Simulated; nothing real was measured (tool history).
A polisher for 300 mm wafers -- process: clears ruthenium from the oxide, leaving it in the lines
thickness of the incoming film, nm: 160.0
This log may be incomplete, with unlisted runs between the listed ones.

run	hour	flow of slurry (ml/min)	pressure of the wafer on the pad (kPa)	speed of the pad under the wafer (m/s)	overpolish time after the end point (s)	time until the end point was called (s)
1	0.0	215	10.3	1.16	11	209.70
2	8.4	215	9.7	1.14	11	220.23
3	13.6	215	9.7	1.40	11	175.30
4	20.5	215	8.3	1.36	11	202.83
# hour 25.9: worn pad replaced by a new one
5	25.9	215	9.7	1.36	11	170.16
6	30.0	215	9.7	1.10	11	205.30

What does the tool deliver on the next run?
7	38.3	210	8.3	1.02	11	?

time until the end point was called (s): 241.53

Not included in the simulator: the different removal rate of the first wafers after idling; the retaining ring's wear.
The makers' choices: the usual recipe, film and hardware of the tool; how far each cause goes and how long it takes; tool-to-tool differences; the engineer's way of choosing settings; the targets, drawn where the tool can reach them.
